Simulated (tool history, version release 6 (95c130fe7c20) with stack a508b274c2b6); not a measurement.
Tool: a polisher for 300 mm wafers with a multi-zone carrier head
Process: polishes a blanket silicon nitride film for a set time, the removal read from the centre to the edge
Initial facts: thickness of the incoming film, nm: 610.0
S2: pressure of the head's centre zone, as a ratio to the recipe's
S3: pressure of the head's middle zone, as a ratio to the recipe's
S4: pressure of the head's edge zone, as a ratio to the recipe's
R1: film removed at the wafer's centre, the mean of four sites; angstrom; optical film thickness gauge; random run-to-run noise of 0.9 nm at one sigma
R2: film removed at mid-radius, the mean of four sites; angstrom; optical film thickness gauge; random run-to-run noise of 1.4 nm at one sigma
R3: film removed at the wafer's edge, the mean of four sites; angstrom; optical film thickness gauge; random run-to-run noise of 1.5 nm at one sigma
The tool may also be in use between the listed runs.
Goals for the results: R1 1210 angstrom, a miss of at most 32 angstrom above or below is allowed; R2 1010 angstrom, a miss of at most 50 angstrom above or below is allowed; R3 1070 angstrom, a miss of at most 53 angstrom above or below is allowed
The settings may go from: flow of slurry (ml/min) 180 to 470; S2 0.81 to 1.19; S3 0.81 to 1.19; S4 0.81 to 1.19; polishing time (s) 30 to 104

Run 1, hour 0: flow of slurry (ml/min) 300, S2 1, S3 1, S4 1, polishing time (s) 67. Result: R1 1311.6 angstrom, R2 1314 angstrom, R3 1319.9 angstrom.
Run 2, hour 7: flow of slurry (ml/min) 300, S2 1.01, S3 0.98, S4 0.98, polishing time (s) 66. Result: R1 1287.8 angstrom, R2 1271.7 angstrom, R3 1276.5 angstrom.
Run 3, hour 14: flow of slurry (ml/min) 300, S2 1.01, S3 0.98, S4 0.98, polishing time (s) 60. Result: R1 1180.4 angstrom, R2 1140.4 angstrom, R3 1164.2 angstrom.
Run 4, hour 22: flow of slurry (ml/min) 300, S2 1.01, S3 0.93, S4 0.98, polishing time (s) 60. Result: R1 1184.2 angstrom, R2 1099.9 angstrom, R3 1152.6 angstrom.
Run 5, hour 25.5: flow of slurry (ml/min) 300, S2 1.01, S3 0.86, S4 0.98, polishing time (s) 60. Result: R1 1193.2 angstrom, R2 1044 angstrom, R3 1138.2 angstrom.
Run 6, hour 34.4: flow of slurry (ml/min) 300, S2 1.01, S3 0.9, S4 0.98, polishing time (s) 60. Result: R1 1191 angstrom, R2 1058.1 angstrom, R3 1172.8 angstrom.
Run 7, hour 37.9: flow of slurry (ml/min) 300, S2 1.02, S3 0.9, S4 0.96, polishing time (s) 60. Result: R1 1213.4 angstrom, R2 1083.2 angstrom, R3 1142.4 angstrom.
Run 8, hour 46.1: flow of slurry (ml/min) 300, S2 1.02, S3 0.89, S4 0.95, polishing time (s) 60. Result: R1 1197.8 angstrom, R2 1065.5 angstrom, R3 1169.6 angstrom.
Run 9, hour 53.9: flow of slurry (ml/min) 305, S2 1.03, S3 0.89, S4 0.97, polishing time (s) 59. Result: R1 1196.7 angstrom, R2 1013.5 angstrom, R3 1132.8 angstrom.

Exactly one of the 4 candidate moves below puts every result within its allowed miss. Which one?
Run A, hour 61.7: flow of slurry (ml/min) 340, S2 1.02, S3 0.81, S4 1.16, polishing time (s) 60. Result: R1 ?, R2 ?, R3 ?.
Run B, hour 61.7: flow of slurry (ml/min) 365, S2 1.02, S3 0.94, S4 1.15, polishing time (s) 59. Result: R1 ?, R2 ?, R3 ?.
Run C, hour 61.7: flow of slurry (ml/min) 250, S2 1.11, S3 0.93, S4 0.91, polishing time (s) 57. Result: R1 ?, R2 ?, R3 ?.
Run D, hour 61.7: flow of slurry (ml/min) 415, S2 0.93, S3 0.81, S4 1.19, polishing time (s) 61. Result: R1 ?, R2 ?, R3 ?.

move      R1      R2      R3
   A  1224.8  979.48  1274.8
   B    1213  1095.2  1251.2
   C  1228.4    1013  1050.2
   D  1153.4  1011.3  1328.8
A: its largest miss is bigger than the last run's
B: its largest miss is bigger than the last run's
C: every result lands within tolerance
D: its largest miss is bigger than the last run's
C meets every target.
